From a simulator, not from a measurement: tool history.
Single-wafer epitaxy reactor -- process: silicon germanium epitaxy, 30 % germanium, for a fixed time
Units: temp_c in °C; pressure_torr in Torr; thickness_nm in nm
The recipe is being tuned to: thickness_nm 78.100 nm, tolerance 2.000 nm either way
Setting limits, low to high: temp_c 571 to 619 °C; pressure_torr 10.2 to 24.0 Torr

Run 1, hour 0.0: temp_c 595 °C, pressure_torr 17.1 Torr. Result: thickness_nm 52.009 nm.
Run 2, hour 7.2: temp_c 600 °C, pressure_torr 17.2 Torr. Result: thickness_nm 57.454 nm.
Run 3, hour 15.3: temp_c 604 °C, pressure_torr 17.3 Torr. Result: thickness_nm 62.015 nm.
Run 4, hour 18.6: temp_c 607 °C, pressure_torr 17.4 Torr. Result: thickness_nm 66.166 nm.
Run 5, hour 21.9: temp_c 598 °C, pressure_torr 17.4 Torr. Result: thickness_nm 55.692 nm.
Run 6, hour 25.9: temp_c 598 °C, pressure_torr 20.1 Torr. Result: thickness_nm 58.186 nm.
Run 7, hour 28.5: temp_c 602 °C, pressure_torr 20.2 Torr. Result: thickness_nm 62.276 nm.
Run 8, hour 32.2: temp_c 605 °C, pressure_torr 20.3 Torr. Result: thickness_nm 67.011 nm.
Run 9, hour 33.3: temp_c 607 °C, pressure_torr 20.4 Torr. Result: thickness_nm 68.860 nm.
Run 10, hour 39.6: temp_c 609 °C, pressure_torr 20.5 Torr. Result: thickness_nm 72.305 nm.

Pick the move, out of 4, that brings all results within their allowed miss; only one does.
Run A, hour 45.9: temp_c 613 °C, pressure_torr 21.1 Torr. Result: thickness_nm ?.
Run B, hour 45.9: temp_c 607 °C, pressure_torr 24.0 Torr. Result: thickness_nm ?.
Run C, hour 45.9: temp_c 603 °C, pressure_torr 20.6 Torr. Result: thickness_nm ?.
Run D, hour 45.9: temp_c 611 °C, pressure_torr 20.0 Torr. Result: thickness_nm ?.

move  thickness_nm
   A        78.177
   B        72.288
   C        64.050
   D        74.142
A: hits every target within its allowed miss
B: as far off as the last run
C: misses by more than the last run did
D: closer than the last run, but not yet in spec
Answer: A

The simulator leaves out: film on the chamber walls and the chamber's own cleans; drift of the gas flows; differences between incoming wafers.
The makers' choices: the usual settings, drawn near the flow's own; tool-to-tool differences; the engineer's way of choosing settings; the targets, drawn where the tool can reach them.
